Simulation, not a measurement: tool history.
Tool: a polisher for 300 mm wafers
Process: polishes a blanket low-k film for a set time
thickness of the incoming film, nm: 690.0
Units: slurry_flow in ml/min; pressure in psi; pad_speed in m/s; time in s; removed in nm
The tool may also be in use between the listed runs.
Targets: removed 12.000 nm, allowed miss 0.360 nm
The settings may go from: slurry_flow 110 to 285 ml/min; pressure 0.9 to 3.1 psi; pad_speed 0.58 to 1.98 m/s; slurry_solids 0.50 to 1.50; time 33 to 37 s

{"run": 1, "hour": 0.0, "slurry_flow": 180, "pressure": 2.0, "pad_speed": 1.28, "slurry_solids": 1.0, "time": 37, "removed": 16.533}
{"run": 2, "hour": 2.6, "slurry_flow": 180, "pressure": 1.9, "pad_speed": 1.28, "slurry_solids": 1.0, "time": 37, "removed": 15.63}
{"run": 3, "hour": 4.9, "slurry_flow": 180, "pressure": 1.9, "pad_speed": 1.28, "slurry_solids": 1.0, "time": 37, "removed": 15.635}
{"run": 4, "hour": 12.2, "slurry_flow": 180, "pressure": 1.8, "pad_speed": 1.28, "slurry_solids": 1.0, "time": 37, "removed": 14.74}
{"run": 5, "hour": 13.8, "slurry_flow": 180, "pressure": 1.8, "pad_speed": 1.48, "slurry_solids": 1.0, "time": 37, "removed": 16.696}
{"run": 6, "hour": 18.8, "slurry_flow": 180, "pressure": 1.7, "pad_speed": 1.48, "slurry_solids": 1.0, "time": 37, "removed": 15.814}
{"run": 7, "hour": 24.2, "slurry_flow": 160, "pressure": 1.1, "pad_speed": 1.46, "slurry_solids": 1.0, "time": 37, "removed": 10.435}
{"run": 8, "hour": 32.3, "slurry_flow": 170, "pressure": 1.1, "pad_speed": 1.46, "slurry_solids": 1.0, "time": 37, "removed": 10.442}
{"run": 9, "hour": 35.9, "slurry_flow": 175, "pressure": 1.1, "pad_speed": 1.46, "slurry_solids": 1.0, "time": 37, "removed": 10.364}
{"run": 10, "hour": 42.5, "slurry_flow": 175, "pressure": 1.1, "pad_speed": 1.46, "slurry_solids": 1.0, "time": 37, "removed": 10.27}
{"run": 11, "hour": 45.0, "slurry_flow": 205, "pressure": 1.4, "pad_speed": 1.46, "slurry_solids": 1.0, "time": 37, "removed": 13.275}
{"run": 12, "hour": 52.8, "slurry_flow": 200, "pressure": 1.4, "pad_speed": 1.46, "slurry_solids": 1.0, "time": 37, "removed": 13.215}
{"run": 13, "hour": 53.5, "slurry_flow": 195, "pressure": 1.4, "pad_speed": 1.46, "slurry_solids": 1.0, "time": 37, "removed": 13.167}
{"run": 14, "hour": 59.5, "slurry_flow": 195, "pressure": 1.4, "pad_speed": 1.46, "slurry_solids": 1.0, "time": 37, "removed": 13.217}
{"run": 15, "hour": 65.6, "slurry_flow": 190, "pressure": 1.4, "pad_speed": 1.46, "slurry_solids": 1.0, "time": 37, "removed": 13.197}
{"run": 16, "hour": 73.8, "slurry_flow": 185, "pressure": 1.4, "pad_speed": 1.46, "slurry_solids": 1.0, "time": 37, "removed": 13.057}
{"run": 17, "hour": 78.7, "slurry_flow": 180, "pressure": 1.4, "pad_speed": 1.46, "slurry_solids": 1.0, "time": 37, "removed": 13.096}
{"run": 18, "hour": 85.7, "slurry_flow": 175, "pressure": 1.4, "pad_speed": 1.46, "slurry_solids": 1.0, "time": 37, "removed": 13.145}

5 next moves are on the table. One of them brings every result within its allowed miss. Which?
{"run": "A", "hour": 92.7, "slurry_flow": 285, "pressure": 1.6, "pad_speed": 1.54, "slurry_solids": 0.55, "time": 33, "removed": "?"}
{"run": "B", "hour": 92.7, "slurry_flow": 125, "pressure": 1.3, "pad_speed": 1.52, "slurry_solids": 0.9, "time": 36, "removed": "?"}
{"run": "C", "hour": 92.7, "slurry_flow": 175, "pressure": 1.3, "pad_speed": 1.44, "slurry_solids": 1.1, "time": 33, "removed": "?"}
{"run": "D", "hour": 92.7, "slurry_flow": 155, "pressure": 1.3, "pad_speed": 1.6, "slurry_solids": 0.9, "time": 33, "removed": "?"}
{"run": "E", "hour": 92.7, "slurry_flow": 180, "pressure": 1.3, "pad_speed": 1.58, "slurry_solids": 1.0, "time": 34, "removed": "?"}

move=A removed=11.162
move=B removed=11.376
move=C removed=11.262
move=D removed=11.146
move=E removed=12.071
A: takes the result that was furthest off past its target
B: takes the result that was furthest off past its target
C: takes the result that was furthest off past its target
D: takes the result that was furthest off past its target
E: meets every target
Move E is the one to make.
